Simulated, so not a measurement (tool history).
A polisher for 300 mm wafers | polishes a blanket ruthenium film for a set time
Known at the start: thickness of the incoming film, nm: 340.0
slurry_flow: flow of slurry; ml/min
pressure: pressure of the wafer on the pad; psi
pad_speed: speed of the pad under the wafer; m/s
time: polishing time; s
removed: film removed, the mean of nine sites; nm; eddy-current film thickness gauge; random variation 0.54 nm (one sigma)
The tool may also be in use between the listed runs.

run  hour  slurry_flow  pressure  pad_speed  time  removed
  1     0          130       2.5       1.28    85   119.23
  2   7.2          125       2.4       1.28    85   115.06
  3  12.3          125       2.4       1.54    85   131.67
  4  14.4          125       2.4       1.66    85   139.78
     22.4  -- worn pad replaced by a new one
  5  22.4          125       2.4       1.66    89   154.04
  6  27.2          125         2       1.66    89   133.67
  7  28.6          120       1.9        1.6    89   121.84
  8  33.8          115       1.8       1.56    89   113.89

Forecast run 9:
  9  41.7          110       1.7       1.52    89        ?

removed: 105.78 nm

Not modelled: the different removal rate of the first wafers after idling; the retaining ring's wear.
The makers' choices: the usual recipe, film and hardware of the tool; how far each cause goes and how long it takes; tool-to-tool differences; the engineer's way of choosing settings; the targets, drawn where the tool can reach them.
